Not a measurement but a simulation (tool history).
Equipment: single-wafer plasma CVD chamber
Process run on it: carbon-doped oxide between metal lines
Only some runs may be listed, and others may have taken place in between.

run  hour  heater temperature setpoint (°C)  chamber pressure (Torr)  RF power (W)  deposition time (s)  mean film thickness on the monitor wafer (nm)
  1     0                               355                     4.43           650                 10.9                                         69.037
  2   2.8                               355                     4.43           650                 10.3                                          64.42
  3   9.9                               357                     4.23           620                 10.3                                         61.582
  4  13.9                               357                     4.23           685                 10.3                                         66.839
  5  14.7                               359                        4           655                 10.3                                         63.383
  6  16.4                               361                     3.77           640                 10.3                                         61.811
  7    21                               368                     3.12           535                 10.3                                         50.426
  8  29.3                               366                     3.26           540                 10.3                                         51.785
  9  31.3                               364                     3.35           540                 10.3                                         52.274
 10  38.4                               364                     3.35           540                 10.3                                          52.46
 11  42.2                               363                     3.42           540                 10.3                                          51.74

Run 12 has not been measured yet. What should we expect?
 12  44.7                               363                     3.54           545                 10.3                                              ?

{"run 12": {"mean film thickness on the monitor wafer (nm)": 52.4}}
